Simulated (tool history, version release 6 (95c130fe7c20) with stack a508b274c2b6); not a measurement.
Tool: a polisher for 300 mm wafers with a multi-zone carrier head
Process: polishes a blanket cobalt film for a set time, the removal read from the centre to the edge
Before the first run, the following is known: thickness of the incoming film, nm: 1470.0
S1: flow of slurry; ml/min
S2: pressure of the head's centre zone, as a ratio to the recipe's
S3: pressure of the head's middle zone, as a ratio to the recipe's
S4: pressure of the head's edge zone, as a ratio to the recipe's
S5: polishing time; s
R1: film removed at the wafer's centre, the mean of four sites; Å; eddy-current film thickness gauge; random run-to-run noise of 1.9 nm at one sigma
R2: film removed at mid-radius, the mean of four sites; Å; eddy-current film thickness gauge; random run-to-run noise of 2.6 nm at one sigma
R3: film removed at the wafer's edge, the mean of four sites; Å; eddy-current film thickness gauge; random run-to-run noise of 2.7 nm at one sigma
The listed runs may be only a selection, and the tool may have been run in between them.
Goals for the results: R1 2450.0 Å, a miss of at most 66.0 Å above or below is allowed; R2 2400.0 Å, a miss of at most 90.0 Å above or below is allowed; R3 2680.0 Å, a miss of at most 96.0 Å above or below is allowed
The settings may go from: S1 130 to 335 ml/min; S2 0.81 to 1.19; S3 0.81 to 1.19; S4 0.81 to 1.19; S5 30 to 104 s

Run 1, hour 0.0: S1 215 ml/min, S2 1.00, S3 1.00, S4 1.00, S5 67 s. Result: R1 3510.1 Å, R2 3535.8 Å, R3 3452.8 Å.
Run 2, hour 5.2: S1 215 ml/min, S2 1.00, S3 1.00, S4 0.95, S5 67 s. Result: R1 3481.3 Å, R2 3548.1 Å, R3 3444.3 Å.
Run 3, hour 14.0: S1 215 ml/min, S2 0.94, S3 1.00, S4 0.95, S5 67 s. Result: R1 3274.7 Å, R2 3454.5 Å, R3 3414.5 Å.
Run 4, hour 16.0: S1 215 ml/min, S2 0.90, S3 1.00, S4 0.95, S5 67 s. Result: R1 3135.5 Å, R2 3506.6 Å, R3 3367.9 Å.
Run 5, hour 20.0: S1 205 ml/min, S2 0.89, S3 0.96, S4 0.94, S5 64 s. Result: R1 2944.9 Å, R2 3258.8 Å, R3 3286.5 Å.
Run 6, hour 27.6: S1 205 ml/min, S2 0.89, S3 0.96, S4 1.02, S5 64 s. Result: R1 2930.5 Å, R2 3232.5 Å, R3 3359.9 Å.
Run 7, hour 29.9: S1 210 ml/min, S2 0.90, S3 0.94, S4 1.00, S5 60 s. Result: R1 2814.6 Å, R2 2995.9 Å, R3 3144.1 Å.
Run 8, hour 35.5: S1 215 ml/min, S2 0.90, S3 0.92, S4 0.99, S5 57 s. Result: R1 2644.7 Å, R2 2860.7 Å, R3 2967.9 Å.
Run 9, hour 41.8: S1 210 ml/min, S2 0.91, S3 0.89, S4 0.99, S5 56 s. Result: R1 2645.5 Å, R2 2728.6 Å, R3 2863.4 Å.
Run 10, hour 42.8: S1 210 ml/min, S2 0.91, S3 0.89, S4 0.99, S5 56 s. Result: R1 2665.3 Å, R2 2712.0 Å, R3 2908.6 Å.
Run 11, hour 50.4: S1 205 ml/min, S2 0.90, S3 0.87, S4 0.97, S5 55 s. Result: R1 2546.6 Å, R2 2605.6 Å, R3 2825.8 Å.
Run 12, hour 58.7: S1 200 ml/min, S2 0.90, S3 0.86, S4 0.96, S5 55 s. Result: R1 2569.5 Å, R2 2627.3 Å, R3 2799.6 Å.
Run 13, hour 60.7: S1 195 ml/min, S2 0.90, S3 0.85, S4 0.97, S5 54 s. Result: R1 2491.5 Å, R2 2486.4 Å, R3 2729.0 Å.
Run 14, hour 67.2: S1 190 ml/min, S2 0.90, S3 0.85, S4 0.97, S5 54 s. Result: R1 2503.6 Å, R2 2531.5 Å, R3 2731.9 Å.
Run 15, hour 69.1: S1 185 ml/min, S2 0.90, S3 0.84, S4 0.97, S5 54 s. Result: R1 2462.2 Å, R2 2522.1 Å, R3 2737.2 Å.

Below are 5 possible settings for the next run. Only one of them brings all results inside the allowed miss of their targets. Which is it?
Run A, hour 71.0: S1 130 ml/min, S2 0.88, S3 0.95, S4 0.92, S5 56 s. Result: R1 ?, R2 ?, R3 ?.
Run B, hour 71.0: S1 200 ml/min, S2 0.93, S3 0.94, S4 0.90, S5 54 s. Result: R1 ?, R2 ?, R3 ?.
Run C, hour 71.0: S1 165 ml/min, S2 0.89, S3 0.85, S4 0.99, S5 56 s. Result: R1 ?, R2 ?, R3 ?.
Run D, hour 71.0: S1 140 ml/min, S2 0.95, S3 0.87, S4 1.04, S5 52 s. Result: R1 ?, R2 ?, R3 ?.
Run E, hour 71.0: S1 180 ml/min, S2 0.91, S3 1.05, S4 0.93, S5 52 s. Result: R1 ?, R2 ?, R3 ?.

move      R1      R2      R3
   A  2440.9  2728.6  2698.0
   B  2590.0  2708.0  2647.5
   C  2523.1  2596.5  2825.1
   D  2464.3  2411.4  2652.1
   E  2418.0  2777.3  2564.1
A: the biggest miss grows against the last run
B: the biggest miss grows against the last run
C: the biggest miss grows against the last run
D: every result lands within tolerance
E: the biggest miss grows against the last run
The right move is D.
